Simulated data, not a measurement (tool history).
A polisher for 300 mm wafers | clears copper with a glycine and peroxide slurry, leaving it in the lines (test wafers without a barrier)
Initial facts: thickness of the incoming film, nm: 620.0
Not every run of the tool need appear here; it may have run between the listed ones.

run,day,flow of slurry (ml/min),pressure of the wafer on the pad (psi),speed of the pad under the wafer (m/s),overpolish time after the end point (s),time until the end point was called (s),dishing of a wide line in a test structure (angstrom)
1,0.000,285,3.4,0.92,11,121.70,402.15
2,0.083,240,3.4,0.92,11,122.48,411.57
3,0.304,240,2.7,0.92,11,154.12,344.39
4,0.367,240,2.7,0.92,14,155.96,422.18
5,0.700,240,2.3,0.92,14,169.96,379.72
# day 0.892: worn pad replaced by a new one
6,0.892,240,2.3,0.70,14,197.87,355.72
7,1.004,240,3.3,0.74,16,140.54,504.17

What will run 8 give?
8,1.079,240,3.4,0.74,16,?,?

{"run 8": {"time until the end point was called (s)": 138.55, "dishing of a wide line in a test structure (angstrom)": 529.24}}
